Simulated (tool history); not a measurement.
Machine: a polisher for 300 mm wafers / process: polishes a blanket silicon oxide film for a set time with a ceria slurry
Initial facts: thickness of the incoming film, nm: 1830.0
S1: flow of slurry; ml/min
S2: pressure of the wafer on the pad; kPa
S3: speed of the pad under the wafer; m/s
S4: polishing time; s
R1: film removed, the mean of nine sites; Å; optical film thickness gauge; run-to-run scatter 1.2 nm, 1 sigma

run 1 hour=0 | S1=220 S2=26.2 S3=0.84 S4=36 | R1=1920.4
run 2 hour=5.1 | S1=215 S2=25.5 S3=0.84 S4=36 | R1=1881.3
run 3 hour=13.1 | S1=215 S2=24.8 S3=0.84 S4=36 | R1=1840.5
run 4 hour=15.8 | S1=175 S2=24.8 S3=0.84 S4=36 | R1=1773.4
run 5 hour=18.6 | S1=225 S2=24.8 S3=0.84 S4=36 | R1=1835.5
run 6 hour=27.2 | S1=225 S2=19.3 S3=0.84 S4=36 | R1=1469.4
run 7 hour=34.8 | S1=230 S2=20 S3=0.84 S4=36 | R1=1561.8

The next listed run, before its measurement:
run 8 hour=37.2 | S1=235 S2=20 S3=0.84 S4=36 | R1=?

Run 8 came out at R1 1554 Å.
